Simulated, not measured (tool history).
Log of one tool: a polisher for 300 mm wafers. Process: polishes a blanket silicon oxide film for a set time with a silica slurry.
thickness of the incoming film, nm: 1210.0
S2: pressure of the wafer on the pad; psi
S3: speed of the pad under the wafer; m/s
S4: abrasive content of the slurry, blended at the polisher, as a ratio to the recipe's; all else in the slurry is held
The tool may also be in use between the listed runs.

{"run": 1, "hour": 0.0, "flow of slurry (ml/min)": 230, "S2": 4.3, "S3": 1.2, "S4": 1.0, "polishing time (s)": 39, "film removed (nm)": 128.89}
{"run": 2, "hour": 5.8, "flow of slurry (ml/min)": 190, "S2": 4.3, "S3": 1.2, "S4": 1.0, "polishing time (s)": 39, "film removed (nm)": 127.03}
{"run": 3, "hour": 12.9, "flow of slurry (ml/min)": 190, "S2": 4.3, "S3": 1.2, "S4": 1.0, "polishing time (s)": 39, "film removed (nm)": 125.45}
{"run": 4, "hour": 16.4, "flow of slurry (ml/min)": 190, "S2": 4.4, "S3": 1.2, "S4": 1.0, "polishing time (s)": 39, "film removed (nm)": 130.43}
{"run": 5, "hour": 17.6, "flow of slurry (ml/min)": 190, "S2": 4.4, "S3": 1.2, "S4": 1.0, "polishing time (s)": 35, "film removed (nm)": 117.08}
{"run": 6, "hour": 18.6, "flow of slurry (ml/min)": 190, "S2": 4.6, "S3": 1.2, "S4": 1.0, "polishing time (s)": 35, "film removed (nm)": 120.18}
{"run": 7, "hour": 22.7, "flow of slurry (ml/min)": 190, "S2": 4.8, "S3": 1.2, "S4": 1.0, "polishing time (s)": 35, "film removed (nm)": 125.85}
{"run": 8, "hour": 23.6, "flow of slurry (ml/min)": 190, "S2": 5.0, "S3": 1.2, "S4": 1.0, "polishing time (s)": 35, "film removed (nm)": 129.05}

Forecast run 9:
{"run": 9, "hour": 27.7, "flow of slurry (ml/min)": 190, "S2": 5.2, "S3": 1.2, "S4": 1.0, "polishing time (s)": 35, "film removed (nm)": "?"}

Run 9 gave film removed (nm) 135.52.
